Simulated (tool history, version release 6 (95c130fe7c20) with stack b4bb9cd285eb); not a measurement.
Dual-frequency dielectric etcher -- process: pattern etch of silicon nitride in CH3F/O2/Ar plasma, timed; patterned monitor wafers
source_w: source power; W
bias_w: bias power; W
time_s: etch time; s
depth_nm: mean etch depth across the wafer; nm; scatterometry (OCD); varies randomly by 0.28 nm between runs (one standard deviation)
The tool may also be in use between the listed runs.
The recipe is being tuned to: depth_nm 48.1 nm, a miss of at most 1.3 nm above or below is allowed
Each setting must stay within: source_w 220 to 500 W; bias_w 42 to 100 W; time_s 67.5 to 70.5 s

run	hour	source_w	bias_w	time_s	depth_nm
1	0	360	71	67.5	54.134
2	2.7	300	71	67.5	50.865
3	10.4	330	71	67.5	52.708
4	17	380	71	67.5	55.862
# hour 19.7: source power generator calibrated
5	19.7	430	71	67.5	57.177
6	22.9	460	71	67.5	58.212
7	23.7	410	64	67.5	52.904
8	28.4	390	62	67.5	50.465

Exercise: of the 4 proposed moves below, exactly one satisfies all targets within the stated allowed misses. Which move is it?
A	33.1	410	54	68	?
B	33.1	410	56	70	?
C	33.1	360	65	70.5	?
D	33.1	420	61	70.5	?

move	depth_nm
A	48.478
B	50.988
C	53.377
D	54.432
A: each result inside its tolerance
B: moves away from the targets compared with the last run
C: moves away from the targets compared with the last run
D: moves away from the targets compared with the last run
Go with A: it meets all targets.
